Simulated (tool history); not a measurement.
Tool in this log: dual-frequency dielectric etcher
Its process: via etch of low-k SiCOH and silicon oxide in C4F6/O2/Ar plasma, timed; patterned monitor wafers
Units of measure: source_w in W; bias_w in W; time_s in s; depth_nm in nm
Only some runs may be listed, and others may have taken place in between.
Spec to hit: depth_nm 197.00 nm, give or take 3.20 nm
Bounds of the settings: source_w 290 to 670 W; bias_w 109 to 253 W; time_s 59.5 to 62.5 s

run,hour,source_w,bias_w,time_s,depth_nm
1,0.0,480,181,59.5,152.02
2,1.9,500,187,59.5,155.88
3,5.3,440,187,59.5,149.55
4,6.8,390,187,59.5,142.80
5,9.8,420,193,59.5,149.60
6,18.1,360,193,59.5,140.86
7,19.0,390,198,59.5,148.49
8,20.2,420,201,59.5,151.58
9,28.3,440,205,59.5,156.35
10,34.4,440,205,59.5,156.54
11,38.3,460,207,59.5,159.15
12,41.5,480,210,59.5,164.41
# hour 49.0: source power generator calibrated
13,49.0,500,211,59.5,168.17
14,55.0,520,212,59.5,171.75
15,62.8,530,213,59.5,173.53
16,67.2,540,214,59.5,175.59
17,76.0,550,214,59.5,176.48
18,77.2,560,215,59.5,178.18
19,83.3,570,216,59.5,178.44
20,89.7,570,216,59.5,180.73
21,95.8,580,216,59.5,181.52
22,97.1,590,217,59.5,183.15
23,102.9,600,218,59.5,184.41
24,104.9,610,219,59.5,185.24

Of the 4 settings listed for the next run, only one would bring every result within its allowed miss of target. Which one?
A,106.9,670,244,60.5,?
B,106.9,590,234,62.0,?
C,106.9,540,215,60.0,?
D,106.9,610,223,60.0,?

move,depth_nm
A,206.99
B,198.21
C,178.26
D,190.03
A: the result that was furthest off in the last run now lies on the other side of its target
B: every result lands within tolerance
C: the biggest miss grows against the last run
D: nearer than the last run, and not there yet
B meets every target.
